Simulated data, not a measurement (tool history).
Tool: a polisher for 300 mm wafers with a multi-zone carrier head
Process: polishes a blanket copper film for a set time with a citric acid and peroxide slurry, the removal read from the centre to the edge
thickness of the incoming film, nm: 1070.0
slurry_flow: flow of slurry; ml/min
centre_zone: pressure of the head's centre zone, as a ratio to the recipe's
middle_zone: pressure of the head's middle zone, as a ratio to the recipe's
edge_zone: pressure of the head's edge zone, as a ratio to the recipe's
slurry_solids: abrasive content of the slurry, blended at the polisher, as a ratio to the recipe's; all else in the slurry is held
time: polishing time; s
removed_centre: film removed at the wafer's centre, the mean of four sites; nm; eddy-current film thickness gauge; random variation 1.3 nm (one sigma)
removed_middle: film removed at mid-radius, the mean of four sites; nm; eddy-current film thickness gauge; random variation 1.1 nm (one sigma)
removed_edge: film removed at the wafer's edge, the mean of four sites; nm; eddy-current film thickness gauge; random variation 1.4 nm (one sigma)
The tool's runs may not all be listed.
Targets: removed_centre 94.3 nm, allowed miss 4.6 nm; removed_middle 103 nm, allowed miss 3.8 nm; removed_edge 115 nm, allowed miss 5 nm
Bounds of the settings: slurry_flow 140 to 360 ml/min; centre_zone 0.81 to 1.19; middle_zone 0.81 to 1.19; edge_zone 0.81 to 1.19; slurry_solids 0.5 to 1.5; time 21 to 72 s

{"run": 1, "hour": 0.0, "slurry_flow": 230, "centre_zone": 1, "middle_zone": 1, "edge_zone": 1, "slurry_solids": 1, "time": 46, "removed_centre": 88.404, "removed_middle": 91.039, "removed_edge": 89.313}
{"run": 2, "hour": 1.6, "slurry_flow": 230, "centre_zone": 1, "middle_zone": 1, "edge_zone": 1, "slurry_solids": 1.1, "time": 46, "removed_centre": 89.037, "removed_middle": 91.578, "removed_edge": 89.538}
{"run": 3, "hour": 4.3, "slurry_flow": 230, "centre_zone": 1, "middle_zone": 1, "edge_zone": 1, "slurry_solids": 1.1, "time": 42, "removed_centre": 81.731, "removed_middle": 84.21, "removed_edge": 84.448}
{"run": 4, "hour": 9.4, "slurry_flow": 235, "centre_zone": 0.98, "middle_zone": 0.99, "edge_zone": 1.05, "slurry_solids": 1.2, "time": 44, "removed_centre": 84.582, "removed_middle": 89.092, "removed_edge": 90.255}
{"run": 5, "hour": 14.3, "slurry_flow": 235, "centre_zone": 0.96, "middle_zone": 0.97, "edge_zone": 1.08, "slurry_solids": 1.25, "time": 46, "removed_centre": 87.261, "removed_middle": 91.465, "removed_edge": 94.572}
{"run": 6, "hour": 17.2, "slurry_flow": 235, "centre_zone": 0.94, "middle_zone": 0.95, "edge_zone": 1.11, "slurry_solids": 1.3, "time": 48, "removed_centre": 89.164, "removed_middle": 96.401, "removed_edge": 102.53}
{"run": 7, "hour": 25.1, "slurry_flow": 240, "centre_zone": 0.94, "middle_zone": 0.94, "edge_zone": 1.13, "slurry_solids": 1.35, "time": 49, "removed_centre": 92.873, "removed_middle": 98.479, "removed_edge": 107.1}
{"run": 8, "hour": 33.4, "slurry_flow": 245, "centre_zone": 0.93, "middle_zone": 0.94, "edge_zone": 1.14, "slurry_solids": 1.4, "time": 49, "removed_centre": 95.163, "removed_middle": 100.13, "removed_edge": 108.36}
{"run": 9, "hour": 37.7, "slurry_flow": 245, "centre_zone": 0.92, "middle_zone": 0.94, "edge_zone": 1.15, "slurry_solids": 1.4, "time": 49, "removed_centre": 91.934, "removed_middle": 97.666, "removed_edge": 110.89}
{"run": 10, "hour": 40.4, "slurry_flow": 245, "centre_zone": 0.92, "middle_zone": 0.95, "edge_zone": 1.15, "slurry_solids": 1.4, "time": 49, "removed_centre": 89.425, "removed_middle": 99.472, "removed_edge": 108.53}

4 next moves are on the table. One of them brings every result within its allowed miss. Which?
{"run": "A", "hour": 43.1, "slurry_flow": 250, "centre_zone": 0.9, "middle_zone": 0.95, "edge_zone": 1.19, "slurry_solids": 1.5, "time": 50, "removed_centre": "?", "removed_middle": "?", "removed_edge": "?"}
{"run": "B", "hour": 43.1, "slurry_flow": 240, "centre_zone": 0.99, "middle_zone": 1.07, "edge_zone": 0.95, "slurry_solids": 1.45, "time": 51, "removed_centre": "?", "removed_middle": "?", "removed_edge": "?"}
{"run": "C", "hour": 43.1, "slurry_flow": 215, "centre_zone": 0.93, "middle_zone": 0.87, "edge_zone": 1.14, "slurry_solids": 1.35, "time": 52, "removed_centre": "?", "removed_middle": "?", "removed_edge": "?"}
{"run": "D", "hour": 43.1, "slurry_flow": 225, "centre_zone": 0.91, "middle_zone": 0.81, "edge_zone": 1.19, "slurry_solids": 1.35, "time": 59, "removed_centre": "?", "removed_middle": "?", "removed_edge": "?"}

move=A removed_centre=93.644 removed_middle=102.53 removed_edge=111.61
move=B removed_centre=103.96 removed_middle=114.29 removed_edge=101.55
move=C removed_centre=96.408 removed_middle=95.194 removed_edge=109.93
move=D removed_centre=107.76 removed_middle=102.54 removed_edge=128.03
A: meets every target
B: further off than the last run
C: further off than the last run
D: takes the result that was furthest off past its target
Move A is the one to make.
